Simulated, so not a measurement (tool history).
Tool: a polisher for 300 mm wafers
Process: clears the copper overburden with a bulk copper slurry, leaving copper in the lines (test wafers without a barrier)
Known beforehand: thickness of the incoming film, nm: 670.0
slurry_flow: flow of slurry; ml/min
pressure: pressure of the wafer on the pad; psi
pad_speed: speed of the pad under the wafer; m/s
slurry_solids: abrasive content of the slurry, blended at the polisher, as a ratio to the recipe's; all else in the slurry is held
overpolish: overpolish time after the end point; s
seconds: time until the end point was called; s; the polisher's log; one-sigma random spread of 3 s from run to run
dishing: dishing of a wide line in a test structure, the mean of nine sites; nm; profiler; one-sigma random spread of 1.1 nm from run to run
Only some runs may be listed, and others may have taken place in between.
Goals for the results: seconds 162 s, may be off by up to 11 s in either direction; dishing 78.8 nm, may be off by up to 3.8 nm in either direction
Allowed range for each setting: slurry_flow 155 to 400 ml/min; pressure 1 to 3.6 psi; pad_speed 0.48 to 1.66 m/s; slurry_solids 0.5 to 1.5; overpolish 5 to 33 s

run  hour  slurry_flow  pressure  pad_speed  slurry_solids  overpolish  seconds  dishing
  1     0          255       2.3       1.06              1          17   80.752       90
  2   1.7          255       2.3       1.16              1          17    73.96   95.263
  3     3          255       2.1       1.12              1          19   86.762   91.988
  4   3.9          255       2.1       1.12              1          23   83.132   102.97
  5    13          255       2.1       1.12              1          18   87.388   88.231
  6  18.3          255       1.9       1.12              1          20    97.58   90.789
  7  21.4          255       1.8       1.12              1          20   101.16   86.236
  8  29.1          255       1.7        1.1              1          21   105.78   83.045
  9  33.8          255       1.6       1.08              1          23   116.55   83.583
 10  41.8          255         1       1.04              1          29   184.41   63.793
 11  42.7          255         1       1.04              1          30   184.42   65.684

Which one of the following 5 next-run settings gets every result inside its allowed miss? There is exactly one.
  A  43.6          240       1.3       1.18           0.95          22        ?        ?
  B  43.6          245       1.2       1.04           0.95          32        ?        ?
  C  43.6          325       1.2        1.2            0.9          27        ?        ?
  D  43.6          245       1.1       0.92           1.05          32        ?        ?
  E  43.6          245         1       0.84           0.95          28        ?        ?

move  seconds  dishing
   A    125.9   70.487
   B   152.22   78.224
   C   131.27    77.19
   D   180.41   69.195
   E   219.44   54.388
A: no nearer and no further than the last run
B: hits every target within its allowed miss
C: puts the biggest miss on target and leaves a different result outside tolerance
D: an improvement on the last run, though not all results are within tolerance
E: moves away from the targets compared with the last run
Move B is the one to make.
